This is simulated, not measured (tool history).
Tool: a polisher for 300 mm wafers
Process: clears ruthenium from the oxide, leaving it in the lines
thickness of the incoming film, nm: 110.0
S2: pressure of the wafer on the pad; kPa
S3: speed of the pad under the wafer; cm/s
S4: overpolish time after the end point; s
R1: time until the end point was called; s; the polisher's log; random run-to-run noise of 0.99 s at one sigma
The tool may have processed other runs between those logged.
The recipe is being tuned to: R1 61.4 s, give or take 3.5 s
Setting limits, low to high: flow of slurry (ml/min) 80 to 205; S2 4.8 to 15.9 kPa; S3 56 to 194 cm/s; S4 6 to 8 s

run 1 hour=0 | flow_of_slurry_(ml/min)=135 S2=10.3 S3=124 S4=8 | R1=92.432
run 2 hour=8.9 | flow_of_slurry_(ml/min)=135 S2=11.7 S3=126 S4=8 | R1=79.125
run 3 hour=16.1 | flow_of_slurry_(ml/min)=135 S2=12.4 S3=128 S4=8 | R1=75.356
run 4 hour=24.2 | flow_of_slurry_(ml/min)=105 S2=12.4 S3=128 S4=8 | R1=78.499
run 5 hour=26.4 | flow_of_slurry_(ml/min)=105 S2=11.7 S3=128 S4=8 | R1=82.429
run 6 hour=30.4 | flow_of_slurry_(ml/min)=105 S2=11.7 S3=128 S4=6 | R1=82.07
run 7 hour=34.7 | flow_of_slurry_(ml/min)=105 S2=12.4 S3=130 S4=6 | R1=75.014
run 8 hour=37.8 | flow_of_slurry_(ml/min)=105 S2=13.1 S3=130 S4=6 | R1=74.137
run 9 hour=41.7 | flow_of_slurry_(ml/min)=105 S2=13.8 S3=132 S4=6 | R1=68.737
run 10 hour=45.2 | flow_of_slurry_(ml/min)=105 S2=14.5 S3=132 S4=6 | R1=65.276

Exercise: of the 5 proposed moves below, exactly one satisfies all targets within the stated allowed misses. Which move is it?
run A hour=48.7 | flow_of_slurry_(ml/min)=125 S2=15.9 S3=146 S4=6 | R1=?
run B hour=48.7 | flow_of_slurry_(ml/min)=85 S2=15.9 S3=134 S4=6 | R1=?
run C hour=48.7 | flow_of_slurry_(ml/min)=130 S2=15.9 S3=106 S4=7 | R1=?
run D hour=48.7 | flow_of_slurry_(ml/min)=140 S2=13.8 S3=166 S4=8 | R1=?
run E hour=48.7 | flow_of_slurry_(ml/min)=105 S2=13.8 S3=120 S4=6 | R1=?

move=A R1=54.631
move=B R1=62.509
move=C R1=70.793
move=D R1=54.458
move=E R1=74.841
A: the result that was furthest off in the last run now lies on the other side of its target
B: meets every target
C: misses by more than the last run did
D: the result that was furthest off in the last run now lies on the other side of its target
E: misses by more than the last run did
The right move is B.

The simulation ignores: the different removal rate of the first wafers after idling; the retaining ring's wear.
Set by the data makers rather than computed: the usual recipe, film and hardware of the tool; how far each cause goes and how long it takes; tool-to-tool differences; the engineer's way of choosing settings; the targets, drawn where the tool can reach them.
